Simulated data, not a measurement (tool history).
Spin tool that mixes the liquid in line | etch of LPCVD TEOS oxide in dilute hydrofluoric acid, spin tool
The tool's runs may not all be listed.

run,day,temperature setpoint of the liquid (K),parts of water to one part of 49 % hydrofluoric acid (parts by volume),time under the liquid (s),thickness taken off the LPCVD TEOS oxide on a monitor wafer (angstrom)
1,0.000,294.15,60,55,271.20
2,0.275,294.15,60,60,295.04
3,0.621,294.15,60,55,267.25
4,0.796,293.65,60,55,266.59
5,1.017,293.15,60,55,259.02
6,1.342,293.15,60,55,262.84
# day 1.488: thermometer replaced
7,1.488,292.65,60,55,278.85
8,1.675,293.15,60,55,288.26
9,1.750,293.65,60,55,289.31
10,1.883,293.15,60,55,289.50
11,1.908,293.65,60,55,290.48

Run 12 has not been measured yet. What should we expect?
12,2.108,293.15,60,55,?

{"run 12": {"thickness taken off the LPCVD TEOS oxide on a monitor wafer (angstrom)": 280.98}}

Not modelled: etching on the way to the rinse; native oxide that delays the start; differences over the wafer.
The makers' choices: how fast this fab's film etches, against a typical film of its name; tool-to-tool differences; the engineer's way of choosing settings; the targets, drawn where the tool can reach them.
